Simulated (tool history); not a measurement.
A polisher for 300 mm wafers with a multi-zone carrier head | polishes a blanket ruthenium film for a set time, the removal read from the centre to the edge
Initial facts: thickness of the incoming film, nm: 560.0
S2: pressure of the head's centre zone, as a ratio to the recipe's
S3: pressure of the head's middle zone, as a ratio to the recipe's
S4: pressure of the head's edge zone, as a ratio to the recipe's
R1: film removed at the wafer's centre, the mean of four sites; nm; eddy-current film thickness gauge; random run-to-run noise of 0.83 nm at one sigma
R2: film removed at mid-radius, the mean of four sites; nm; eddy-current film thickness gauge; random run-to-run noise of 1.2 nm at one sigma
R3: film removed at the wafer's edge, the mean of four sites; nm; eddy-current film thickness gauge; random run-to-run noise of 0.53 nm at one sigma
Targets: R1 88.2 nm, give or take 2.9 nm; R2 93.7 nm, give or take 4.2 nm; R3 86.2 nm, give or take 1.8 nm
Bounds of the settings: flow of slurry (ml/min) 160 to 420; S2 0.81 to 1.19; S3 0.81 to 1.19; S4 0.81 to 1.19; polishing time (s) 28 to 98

Run 1, hour 0: flow of slurry (ml/min) 270, S2 1, S3 1, S4 1, polishing time (s) 63. Result: R1 62.939 nm, R2 63.241 nm, R3 63.35 nm.
Run 2, hour 8.6: flow of slurry (ml/min) 275, S2 1.01, S3 1.02, S4 1.01, polishing time (s) 64. Result: R1 64.388 nm, R2 65.981 nm, R3 65.667 nm.
Run 3, hour 12.8: flow of slurry (ml/min) 275, S2 1.01, S3 1.02, S4 1.07, polishing time (s) 64. Result: R1 64.535 nm, R2 66.469 nm, R3 66.574 nm.
Run 4, hour 16.6: flow of slurry (ml/min) 280, S2 1.02, S3 1.03, S4 1.08, polishing time (s) 65. Result: R1 66.244 nm, R2 66.399 nm, R3 67.728 nm.
Run 5, hour 17.5: flow of slurry (ml/min) 250, S2 1.02, S3 1.03, S4 1.08, polishing time (s) 65. Result: R1 66.216 nm, R2 66.157 nm, R3 67.841 nm.
Run 6, hour 20.2: flow of slurry (ml/min) 250, S2 1.02, S3 1.03, S4 1.08, polishing time (s) 73. Result: R1 72.363 nm, R2 74.247 nm, R3 75.631 nm.
Run 7, hour 25.9: flow of slurry (ml/min) 255, S2 1.03, S3 1.05, S4 1.09, polishing time (s) 74. Result: R1 76.469 nm, R2 77.855 nm, R3 76.731 nm.
Run 8, hour 34.5: flow of slurry (ml/min) 260, S2 1.03, S3 1.06, S4 1.1, polishing time (s) 75. Result: R1 76.871 nm, R2 78.499 nm, R3 79.489 nm.

Below are 4 possible settings for the next run. Only one of them brings all results inside the allowed miss of their targets. Which is it?
Run A, hour 43.1: flow of slurry (ml/min) 235, S2 0.92, S3 0.86, S4 1.19, polishing time (s) 83. Result: R1 ?, R2 ?, R3 ?.
Run B, hour 43.1: flow of slurry (ml/min) 195, S2 0.94, S3 1.19, S4 1, polishing time (s) 75. Result: R1 ?, R2 ?, R3 ?.
Run C, hour 43.1: flow of slurry (ml/min) 280, S2 1.05, S3 1.13, S4 1.05, polishing time (s) 84. Result: R1 ?, R2 ?, R3 ?.
Run D, hour 43.1: flow of slurry (ml/min) 235, S2 0.86, S3 1.07, S4 0.94, polishing time (s) 84. Result: R1 ?, R2 ?, R3 ?.

move      R1      R2      R3
   A  74.357  72.592  90.427
   B  67.665  85.028   73.68
   C  87.436  93.669  86.424
   D  70.408  88.298  81.175
A: moves away from the targets compared with the last run
B: moves away from the targets compared with the last run
C: hits every target within its allowed miss
D: moves away from the targets compared with the last run
C is the move that brings every result within its allowed miss.
